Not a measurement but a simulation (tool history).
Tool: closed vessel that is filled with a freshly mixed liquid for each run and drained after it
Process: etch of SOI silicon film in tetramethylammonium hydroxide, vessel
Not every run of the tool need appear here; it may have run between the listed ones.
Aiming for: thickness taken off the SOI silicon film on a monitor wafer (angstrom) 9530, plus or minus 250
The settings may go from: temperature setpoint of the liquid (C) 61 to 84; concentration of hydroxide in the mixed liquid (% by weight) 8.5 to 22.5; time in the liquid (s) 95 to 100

| run | hour | temperature setpoint of the liquid (C) | concentration of hydroxide in the mixed liquid (% by weight) | time in the liquid (s) | thickness taken off the SOI silicon film on a monitor wafer (angstrom) |
|---|---|---|---|---|---|
| 1 | 0 | 74 | 15.5 | 95 | 7730.8 |
| 2 | 6 | 71 | 15.5 | 95 | 6437.8 |
| 3 | 10.7 | 72 | 15.5 | 95 | 6952.4 |
| 4 | 13.6 | 73 | 15.5 | 95 | 7345 |
| 5 | 18.4 | 73.5 | 15.5 | 95 | 7540.5 |
| 6 | 21.6 | 73.5 | 15.5 | 95 | 7555.2 |
|  | 22.7 | hydroxide flow meter replaced |
| 7 | 22.7 | 78.5 | 15.5 | 95 | 10220 |
| 8 | 25.5 | 78 | 15.5 | 95 | 9941 |

Consider the 4 candidate settings below. Which is the only one whose results all fall within their allowed miss of target?
| A | 28.3 | 79 | 17 | 95 | ? |
| B | 28.3 | 77 | 14.5 | 100 | ? |
| C | 28.3 | 76.5 | 14.5 | 95 | ? |
| D | 28.3 | 79 | 16.5 | 95 | ? |

| move | thickness taken off the SOI silicon film on a monitor wafer (angstrom) |
|---|---|
| A | 10206 |
| B | 10215 |
| C | 9434.4 |
| D | 10319 |
A: further off than the last run
B: further off than the last run
C: all results land within tolerance of their targets
D: further off than the last run
The move that meets every target is C.

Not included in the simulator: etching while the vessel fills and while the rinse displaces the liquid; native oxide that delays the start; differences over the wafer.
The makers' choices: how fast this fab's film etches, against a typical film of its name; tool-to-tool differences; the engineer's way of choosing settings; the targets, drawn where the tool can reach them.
